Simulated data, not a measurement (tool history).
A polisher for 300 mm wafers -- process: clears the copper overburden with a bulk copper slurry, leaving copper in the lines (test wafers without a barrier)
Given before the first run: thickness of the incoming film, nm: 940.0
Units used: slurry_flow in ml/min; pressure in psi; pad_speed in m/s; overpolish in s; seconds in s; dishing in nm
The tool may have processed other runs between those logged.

run,hour,slurry_flow,pressure,pad_speed,slurry_solids,overpolish,seconds,dishing
1,0,280,3.2,1.04,1,12,102.05,67.06
2,8.3,315,3.2,1.04,1,12,100.99,65.003
3,11.3,345,3.2,1.04,1,12,100.23,69.518
4,15.3,345,3.2,1.04,1,16,97.581,84.387
5,24,345,3.7,1.06,1,13,83.863,84.237
6,32,345,4,1.08,1,11,78.034,82.657

Estimate the outcome of run 7 from the log above:
7,36.1,340,4.3,1.1,1,9,?,?

Run 7 yielded seconds 70.6 s, dishing 71.749 nm.
